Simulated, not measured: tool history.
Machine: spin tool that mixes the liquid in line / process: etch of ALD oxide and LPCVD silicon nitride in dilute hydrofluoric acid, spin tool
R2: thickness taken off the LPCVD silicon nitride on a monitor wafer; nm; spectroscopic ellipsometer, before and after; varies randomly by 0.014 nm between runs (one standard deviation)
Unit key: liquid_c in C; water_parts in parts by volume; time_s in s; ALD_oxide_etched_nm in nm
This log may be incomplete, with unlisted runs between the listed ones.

{"run": 1, "hour": 0.0, "liquid_c": 24.0, "water_parts": 120, "time_s": 180, "ALD_oxide_etched_nm": 52.558, "R2": 0.86068}
{"run": 2, "hour": 6.1, "liquid_c": 24.0, "water_parts": 120, "time_s": 225, "ALD_oxide_etched_nm": 65.165, "R2": 1.0387}
{"run": 3, "hour": 11.1, "liquid_c": 25.5, "water_parts": 120, "time_s": 225, "ALD_oxide_etched_nm": 69.001, "R2": 1.1737}
{"run": 4, "hour": 12.6, "liquid_c": 25.0, "water_parts": 140, "time_s": 225, "ALD_oxide_etched_nm": 57.504, "R2": 0.99092}
{"run": 5, "hour": 15.6, "liquid_c": 25.0, "water_parts": 140, "time_s": 195, "ALD_oxide_etched_nm": 48.928, "R2": 0.81837}
{"run": 6, "hour": 21.4, "liquid_c": 25.0, "water_parts": 140, "time_s": 160, "ALD_oxide_etched_nm": 40.419, "R2": 0.67779}
{"run": 7, "hour": 29.0, "liquid_c": 24.5, "water_parts": 150, "time_s": 160, "ALD_oxide_etched_nm": 36.4, "R2": 0.6063}

Run 8, settings as shown, results not yet in. Your forecast:
{"run": 8, "hour": 33.1, "liquid_c": 24.5, "water_parts": 160, "time_s": 160, "ALD_oxide_etched_nm": "?", "R2": "?"}

Logged for run 8: ALD_oxide_etched_nm 34.164 nm, R2 0.58175 nm.
